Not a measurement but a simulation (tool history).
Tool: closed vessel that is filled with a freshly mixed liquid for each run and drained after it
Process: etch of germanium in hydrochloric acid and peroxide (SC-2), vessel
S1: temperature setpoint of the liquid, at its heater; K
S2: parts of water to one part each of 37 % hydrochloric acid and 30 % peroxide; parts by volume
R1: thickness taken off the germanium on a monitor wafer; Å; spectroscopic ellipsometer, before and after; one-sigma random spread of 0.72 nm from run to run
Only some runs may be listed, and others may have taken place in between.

run 1 day=0.000 | S1=329.15 S2=9 time_in_the_liquid_(s)=35 | R1=1107.5
run 2 day=0.033 | S1=329.15 S2=9 time_in_the_liquid_(s)=35 | R1=1113.0
run 3 day=0.142 | S1=327.65 S2=9 time_in_the_liquid_(s)=35 | R1=1057.5
run 4 day=0.396 | S1=331.65 S2=9 time_in_the_liquid_(s)=35 | R1=1202.0
run 5 day=0.579 | S1=329.65 S2=9 time_in_the_liquid_(s)=35 | R1=1120.4
run 6 day=0.858 | S1=336.15 S2=9 time_in_the_liquid_(s)=35 | R1=1387.8
run 7 day=0.979 | S1=333.65 S2=9 time_in_the_liquid_(s)=35 | R1=1274.9
run 8 day=1.229 | S1=331.65 S2=9 time_in_the_liquid_(s)=35 | R1=1181.0
run 9 day=1.362 | S1=329.65 S2=9 time_in_the_liquid_(s)=35 | R1=1120.5
run 10 day=1.396 | S1=328.15 S2=9 time_in_the_liquid_(s)=35 | R1=1065.0

Run 11 has not been measured yet. What should we expect?
run 11 day=1.525 | S1=328.15 S2=9 time_in_the_liquid_(s)=35 | R1=?

R1: 1064.3 Å
